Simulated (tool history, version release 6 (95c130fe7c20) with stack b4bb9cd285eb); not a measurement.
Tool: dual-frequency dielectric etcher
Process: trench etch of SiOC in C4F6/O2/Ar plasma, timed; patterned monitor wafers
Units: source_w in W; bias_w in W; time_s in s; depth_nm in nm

run  hour  source_w  bias_w  time_s  depth_nm
  1     0       280     180      32    53.785
  2   5.3       280     164      32    52.453
  3  11.4       280     164      32    52.402
  4  16.8       280     150      32    51.309
  5  21.8       300     150      32    52.447
  6  29.2       300     175      32    54.777
  7  34.5       300     175      32    54.513
  8  40.7       320     176      32    56.031

Run 9 comes next. What will it give?
  9  43.1       330     177      32         ?

{"run 9": {"depth_nm": 57.003}}
